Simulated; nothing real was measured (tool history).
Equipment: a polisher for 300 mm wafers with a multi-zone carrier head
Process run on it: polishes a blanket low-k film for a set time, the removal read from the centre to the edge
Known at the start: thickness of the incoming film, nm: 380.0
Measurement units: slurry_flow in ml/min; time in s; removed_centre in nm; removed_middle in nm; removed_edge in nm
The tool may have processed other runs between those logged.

| run | hour | slurry_flow | centre_zone | middle_zone | edge_zone | slurry_solids | time | removed_centre | removed_middle | removed_edge |
|---|---|---|---|---|---|---|---|---|---|---|
| 1 | 0.0 | 165 | 1.00 | 1.00 | 1.00 | 1.00 | 33 | 9.7827 | 10.1000 | 10.1210 |
| 2 | 5.7 | 165 | 1.00 | 1.00 | 1.00 | 1.00 | 40 | 11.7920 | 12.3060 | 11.9910 |
| 3 | 7.8 | 155 | 0.97 | 0.97 | 0.96 | 0.85 | 36 | 9.7950 | 10.0760 | 10.1480 |
| 4 | 11.9 | 150 | 0.95 | 0.96 | 0.94 | 0.75 | 32 | 7.9630 | 8.4548 | 8.5956 |
| 5 | 14.1 | 110 | 0.95 | 0.96 | 0.94 | 0.75 | 32 | 7.3356 | 7.6852 | 8.1388 |
| 6 | 18.5 | 110 | 0.95 | 0.95 | 0.92 | 0.65 | 31 | 6.8511 | 7.1205 | 7.3153 |
| 7 | 24.2 | 110 | 0.94 | 0.93 | 0.91 | 0.60 | 31 | 6.5611 | 6.7800 | 7.0534 |
| 8 | 25.6 | 110 | 0.93 | 0.91 | 0.89 | 0.55 | 31 | 6.2787 | 6.6337 | 6.9198 |
| 9 | 27.5 | 110 | 0.93 | 0.90 | 0.88 | 0.55 | 31 | 6.1243 | 6.5138 | 6.7796 |
| 10 | 36.1 | 110 | 0.94 | 0.88 | 0.87 | 0.55 | 31 | 6.3102 | 6.3560 | 6.7105 |

Run 11, settings as shown, results not yet in. Your forecast:
| 11 | 40.3 | 110 | 0.93 | 0.87 | 0.86 | 0.55 | 31 | ? | ? | ? |

{"run 11": {"removed_centre": 6.2528, "removed_middle": 6.276, "removed_edge": 6.7027}}
